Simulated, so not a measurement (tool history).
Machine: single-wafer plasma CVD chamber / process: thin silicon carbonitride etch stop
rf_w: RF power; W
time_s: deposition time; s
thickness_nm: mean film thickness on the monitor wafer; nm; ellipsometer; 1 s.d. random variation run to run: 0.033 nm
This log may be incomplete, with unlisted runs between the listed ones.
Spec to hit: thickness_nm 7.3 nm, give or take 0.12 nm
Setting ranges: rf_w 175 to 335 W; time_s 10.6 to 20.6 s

run 1 hour=0 | rf_w=255 time_s=15.6 | thickness_nm=9.9917
run 2 hour=7.4 | rf_w=235 time_s=14.3 | thickness_nm=9.0483
run 3 hour=10.9 | rf_w=250 time_s=14.3 | thickness_nm=9.0876
run 4 hour=16.2 | rf_w=275 time_s=14.3 | thickness_nm=9.2463
run 5 hour=19.8 | rf_w=305 time_s=14.3 | thickness_nm=9.4893
run 6 hour=27.8 | rf_w=305 time_s=16.2 | thickness_nm=10.723
run 7 hour=30.8 | rf_w=285 time_s=14.4 | thickness_nm=9.3552
run 8 hour=39.6 | rf_w=270 time_s=13.3 | thickness_nm=8.629
run 9 hour=48.5 | rf_w=255 time_s=12.6 | thickness_nm=8.066
run 10 hour=49.5 | rf_w=255 time_s=12.6 | thickness_nm=8.1276
run 11 hour=53.1 | rf_w=245 time_s=12.2 | thickness_nm=7.8114
run 12 hour=59.5 | rf_w=235 time_s=12 | thickness_nm=7.5047

Below are 5 possible settings for the next run. Only one of them brings all results inside the allowed miss of their targets. Which is it?
run A hour=65.9 | rf_w=250 time_s=12.4 | thickness_nm=?
run B hour=65.9 | rf_w=220 time_s=11.3 | thickness_nm=?
run C hour=65.9 | rf_w=180 time_s=12.8 | thickness_nm=?
run D hour=65.9 | rf_w=230 time_s=11.6 | thickness_nm=?
run E hour=65.9 | rf_w=180 time_s=11.7 | thickness_nm=?

move=A thickness_nm=7.8565
move=B thickness_nm=7.0021
move=C thickness_nm=7.6782
move=D thickness_nm=7.2428
move=E thickness_nm=7.0184
A: further off than the last run
B: pushes the last run's worst result past its target
C: further off than the last run
D: every result within its allowed miss
E: pushes the last run's worst result past its target
So the answer is move D, the one that meets all the targets.
